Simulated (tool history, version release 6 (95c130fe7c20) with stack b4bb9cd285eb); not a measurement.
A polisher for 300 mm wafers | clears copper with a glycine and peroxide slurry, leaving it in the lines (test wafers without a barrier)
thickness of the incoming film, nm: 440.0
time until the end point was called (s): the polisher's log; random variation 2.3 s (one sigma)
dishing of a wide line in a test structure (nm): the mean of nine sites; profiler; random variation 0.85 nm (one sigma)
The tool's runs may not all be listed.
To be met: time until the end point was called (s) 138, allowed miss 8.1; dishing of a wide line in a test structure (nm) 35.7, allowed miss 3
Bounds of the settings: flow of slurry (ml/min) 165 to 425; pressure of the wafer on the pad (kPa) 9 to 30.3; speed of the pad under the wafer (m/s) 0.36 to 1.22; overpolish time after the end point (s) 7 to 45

run  hour  flow of slurry (ml/min)  pressure of the wafer on the pad (kPa)  speed of the pad under the wafer (m/s)  overpolish time after the end point (s)  time until the end point was called (s)  dishing of a wide line in a test structure (nm)
  1     0                      275                                    19.3                                    0.78                                       23                                   81.118                                           64.339
  2   3.5                      275                                    19.3                                    0.78                                       29                                   78.312                                           75.586
  3     8                      325                                    19.3                                    0.78                                       29                                   80.764                                           73.264
  4  15.3                      330                                    16.5                                    0.72                                       25                                   95.044                                             59.1
  5  24.1                      330                                    14.5                                    0.68                                       22                                   109.79                                           52.154
  6    33                      330                                    13.1                                    0.66                                       19                                   118.48                                           42.908
  7  40.7                      330                                    12.4                                    0.66                                       18                                   125.43                                            40.31
  8  47.2                      330                                    11.7                                    0.66                                       17                                   129.77                                           35.666

5 next moves are on the table. One of them brings every result within its allowed miss. Which?
  A  53.7                      290                                    11.7                                    0.44                                       28                                        ?                                                ?
  B  53.7                      350                                    10.3                                    0.66                                       24                                        ?                                                ?
  C  53.7                      340                                    10.3                                    0.66                                       15                                        ?                                                ?
  D  53.7                      285                                       9                                    0.82                                       19                                        ?                                                ?
  E  53.7                      265                                       9                                    0.82                                       15                                        ?                                                ?

move  time until the end point was called (s)  dishing of a wide line in a test structure (nm)
   A                                   154.56                                           46.427
   B                                      136                                           44.413
   C                                   136.23                                           30.221
   D                                   134.54                                           36.613
   E                                   135.17                                           30.038
A: takes the result that was furthest off past its target
B: brings the result that was furthest off to its target, and leaves another outside
C: brings the result that was furthest off to its target, and leaves another outside
D: meets every target
E: brings the result that was furthest off to its target, and leaves another outside
The right move is D.
